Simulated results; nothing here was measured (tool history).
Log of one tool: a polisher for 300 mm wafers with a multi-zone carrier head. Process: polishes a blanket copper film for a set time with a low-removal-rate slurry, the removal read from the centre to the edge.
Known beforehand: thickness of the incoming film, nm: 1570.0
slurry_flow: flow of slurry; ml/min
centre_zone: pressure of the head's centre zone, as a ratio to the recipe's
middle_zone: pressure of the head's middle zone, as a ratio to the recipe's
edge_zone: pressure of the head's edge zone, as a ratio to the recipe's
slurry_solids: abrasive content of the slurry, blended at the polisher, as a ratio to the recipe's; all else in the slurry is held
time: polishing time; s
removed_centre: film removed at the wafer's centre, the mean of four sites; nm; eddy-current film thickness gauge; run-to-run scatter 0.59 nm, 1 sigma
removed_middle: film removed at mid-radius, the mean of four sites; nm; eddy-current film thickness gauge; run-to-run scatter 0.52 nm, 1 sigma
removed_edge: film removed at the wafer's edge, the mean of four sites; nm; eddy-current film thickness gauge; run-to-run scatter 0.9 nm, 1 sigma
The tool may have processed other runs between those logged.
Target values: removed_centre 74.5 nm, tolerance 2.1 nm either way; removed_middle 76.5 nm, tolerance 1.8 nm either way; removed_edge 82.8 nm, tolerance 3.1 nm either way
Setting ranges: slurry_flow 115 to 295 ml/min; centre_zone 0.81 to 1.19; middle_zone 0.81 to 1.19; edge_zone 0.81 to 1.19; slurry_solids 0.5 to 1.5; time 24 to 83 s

run 1 hour=0 | slurry_flow=190 centre_zone=1 middle_zone=1 edge_zone=1 slurry_solids=1 time=53 | removed_centre=180.28 removed_middle=180.88 removed_edge=182.36
run 2 hour=1.5 | slurry_flow=165 centre_zone=0.95 middle_zone=0.95 edge_zone=0.94 slurry_solids=0.85 time=43 | removed_centre=129.21 removed_middle=134.16 removed_edge=135.21
run 3 hour=8.6 | slurry_flow=165 centre_zone=0.95 middle_zone=0.95 edge_zone=0.94 slurry_solids=0.85 time=54 | removed_centre=164.2 removed_middle=168.47 removed_edge=175.48
run 4 hour=13 | slurry_flow=165 centre_zone=0.91 middle_zone=0.95 edge_zone=0.94 slurry_solids=0.85 time=54 | removed_centre=156.8 removed_middle=167.15 removed_edge=170.05
run 5 hour=16.2 | slurry_flow=165 centre_zone=0.91 middle_zone=0.95 edge_zone=0.94 slurry_solids=0.65 time=54 | removed_centre=150.68 removed_middle=162.65 removed_edge=166.29
run 6 hour=25.2 | slurry_flow=155 centre_zone=0.9 middle_zone=0.9 edge_zone=0.92 slurry_solids=0.6 time=44 | removed_centre=118.19 removed_middle=122.13 removed_edge=133.05
run 7 hour=27.2 | slurry_flow=155 centre_zone=0.89 middle_zone=0.89 edge_zone=0.89 slurry_solids=0.55 time=37 | removed_centre=97.088 removed_middle=101.57 removed_edge=107.1
run 8 hour=34.6 | slurry_flow=155 centre_zone=0.89 middle_zone=0.89 edge_zone=0.89 slurry_solids=0.55 time=37 | removed_centre=96.342 removed_middle=102.39 removed_edge=107.02
run 9 hour=38.8 | slurry_flow=145 centre_zone=0.88 middle_zone=0.86 edge_zone=0.87 slurry_solids=0.55 time=34 | removed_centre=86.878 removed_middle=89.703 removed_edge=95.934
run 10 hour=40.7 | slurry_flow=135 centre_zone=0.87 middle_zone=0.84 edge_zone=0.85 slurry_solids=0.55 time=33 | removed_centre=81.852 removed_middle=83.58 removed_edge=91.286
run 11 hour=45.4 | slurry_flow=130 centre_zone=0.86 middle_zone=0.83 edge_zone=0.81 slurry_solids=0.5 time=30 | removed_centre=71.613 removed_middle=73.492 removed_edge=78.343
run 12 hour=52.6 | slurry_flow=130 centre_zone=0.86 middle_zone=0.83 edge_zone=0.81 slurry_solids=0.5 time=30 | removed_centre=71.196 removed_middle=73.75 removed_edge=80.339

Pick the move, out of 4, that brings all results within their allowed miss; only one does.
run A hour=59.8 | slurry_flow=120 centre_zone=0.91 middle_zone=0.82 edge_zone=0.81 slurry_solids=0.5 time=30 | removed_centre=? removed_middle=? removed_edge=?
run B hour=59.8 | slurry_flow=115 centre_zone=0.96 middle_zone=0.89 edge_zone=0.9 slurry_solids=0.6 time=30 | removed_centre=? removed_middle=? removed_edge=?
run C hour=59.8 | slurry_flow=120 centre_zone=0.91 middle_zone=0.89 edge_zone=0.9 slurry_solids=0.5 time=30 | removed_centre=? removed_middle=? removed_edge=?
run D hour=59.8 | slurry_flow=125 centre_zone=0.93 middle_zone=0.9 edge_zone=0.81 slurry_solids=0.5 time=31 | removed_centre=? removed_middle=? removed_edge=?

move=A removed_centre=74.907 removed_middle=70.601 removed_edge=77.813
move=B removed_centre=79.84 removed_middle=76.345 removed_edge=82.743
move=C removed_centre=74.944 removed_middle=75.51 removed_edge=81.494
move=D removed_centre=80.22 removed_middle=79.67 removed_edge=80.967
A: brings the last run's worst result on target, with another outside its allowed miss
B: pushes the last run's worst result past its target
C: meets every target
D: pushes the last run's worst result past its target
So the answer is move C, the one that meets all the targets.
